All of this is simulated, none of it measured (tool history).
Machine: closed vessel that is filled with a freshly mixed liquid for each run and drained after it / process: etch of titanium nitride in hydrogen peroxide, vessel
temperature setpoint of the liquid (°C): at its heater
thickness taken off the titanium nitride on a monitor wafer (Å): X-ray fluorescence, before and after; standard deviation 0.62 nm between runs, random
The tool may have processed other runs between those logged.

run  hour  temperature setpoint of the liquid (°C)  concentration of hydrogen peroxide in the mixed liquid (% by weight)  time in the liquid (s)  thickness taken off the titanium nitride on a monitor wafer (Å)
  1   0.0                                     47.0                                                                  16.5                    2685                                                           690.78
  2   3.7                                     48.0                                                                  16.5                    2685                                                           742.08
  3   5.9                                     48.0                                                                  16.5                    2685                                                           745.18
  4   7.8                                     48.0                                                                  19.0                    2685                                                           763.30
  5  13.3                                     49.0                                                                  19.0                    2685                                                           821.26
  6  22.0                                     49.0                                                                  16.5                    2685                                                           790.76
  7  26.1                                     50.0                                                                  16.5                    2685                                                           855.82
  8  27.4                                     51.0                                                                  16.5                    2685                                                           920.54
  9  33.7                                     51.5                                                                  16.5                    2685                                                           953.80
 10  39.0                                     52.0                                                                  16.5                    2685                                                           981.87
 11  40.5                                     52.5                                                                  16.5                    2685                                                          1013.70

What will run 12 give?
     44.7  -- new drum of peroxide connected
 12  44.7                                     59.0                                                                  16.5                    2685                                                                ?

{"run 12": {"thickness taken off the titanium nitride on a monitor wafer (Å)": 1623.7}}
